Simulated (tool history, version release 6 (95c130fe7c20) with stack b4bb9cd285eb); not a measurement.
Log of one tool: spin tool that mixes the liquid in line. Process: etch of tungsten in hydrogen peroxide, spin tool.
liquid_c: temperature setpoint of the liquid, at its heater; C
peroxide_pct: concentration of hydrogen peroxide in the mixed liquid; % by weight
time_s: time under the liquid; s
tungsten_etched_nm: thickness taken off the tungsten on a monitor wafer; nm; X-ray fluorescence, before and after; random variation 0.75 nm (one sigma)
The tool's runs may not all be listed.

run	hour	liquid_c	peroxide_pct	time_s	tungsten_etched_nm
1	0.0	51.0	24.5	50	167.590
2	4.3	51.0	24.5	55	186.130
3	5.6	51.0	28.0	55	198.460
4	11.3	54.5	28.0	55	249.280
5	20.1	54.5	28.0	50	221.630
6	26.3	54.5	28.0	55	246.480
7	34.6	49.0	27.5	55	172.890
8	41.3	45.5	27.5	55	141.150
9	48.6	45.5	27.5	55	139.610
10	56.1	37.5	27.0	55	82.949

Run 11 comes next. What will it give?
11	61.9	37.0	27.0	55	?

Run 11 gave tungsten_etched_nm 80.254 nm.
